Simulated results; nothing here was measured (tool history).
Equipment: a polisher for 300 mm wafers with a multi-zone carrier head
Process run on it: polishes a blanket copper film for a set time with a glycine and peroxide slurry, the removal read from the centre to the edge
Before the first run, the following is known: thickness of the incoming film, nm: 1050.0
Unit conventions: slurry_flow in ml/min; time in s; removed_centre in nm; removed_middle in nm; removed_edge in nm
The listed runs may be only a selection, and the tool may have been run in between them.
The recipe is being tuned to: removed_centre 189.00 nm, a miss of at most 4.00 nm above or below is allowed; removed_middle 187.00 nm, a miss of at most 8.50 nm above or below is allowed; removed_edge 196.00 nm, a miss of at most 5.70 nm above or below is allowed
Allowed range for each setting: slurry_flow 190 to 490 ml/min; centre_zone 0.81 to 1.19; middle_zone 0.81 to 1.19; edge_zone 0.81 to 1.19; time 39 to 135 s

run,day,slurry_flow,centre_zone,middle_zone,edge_zone,time,removed_centre,removed_middle,removed_edge
1,0.000,315,1.00,1.00,1.00,87,260.55,265.39,266.58
2,0.042,315,1.00,1.00,1.00,100,299.53,311.30,302.52
3,0.133,315,0.99,0.99,0.98,95,278.41,291.88,285.09
4,0.350,315,0.99,1.06,0.98,95,281.72,300.27,286.97
5,0.392,315,0.99,1.03,0.97,90,266.37,289.05,265.64
6,0.612,315,1.05,1.03,0.97,90,280.84,273.70,267.90
7,0.662,310,1.04,1.01,0.97,86,264.98,261.29,259.07
8,0.921,305,1.03,0.99,0.97,82,251.89,250.17,244.03

Which one of the following 4 next-run settings gets every result inside its allowed miss? There is exactly one.
A,1.179,295,0.83,1.07,0.92,67,?,?,?
B,1.179,285,1.00,0.95,1.07,64,?,?,?
C,1.179,230,1.07,0.94,1.03,72,?,?,?
D,1.179,300,0.88,0.95,0.95,60,?,?,?

move,removed_centre,removed_middle,removed_edge
A,164.77,214.54,195.93
B,189.25,190.67,196.26
C,223.45,209.38,215.09
D,156.66,179.60,177.58
A: pushes the last run's worst result past its target
B: all results land within tolerance of their targets
C: nearer the targets than the last run, but a result is still out of spec
D: pushes the last run's worst result past its target
Move B is the one to make.

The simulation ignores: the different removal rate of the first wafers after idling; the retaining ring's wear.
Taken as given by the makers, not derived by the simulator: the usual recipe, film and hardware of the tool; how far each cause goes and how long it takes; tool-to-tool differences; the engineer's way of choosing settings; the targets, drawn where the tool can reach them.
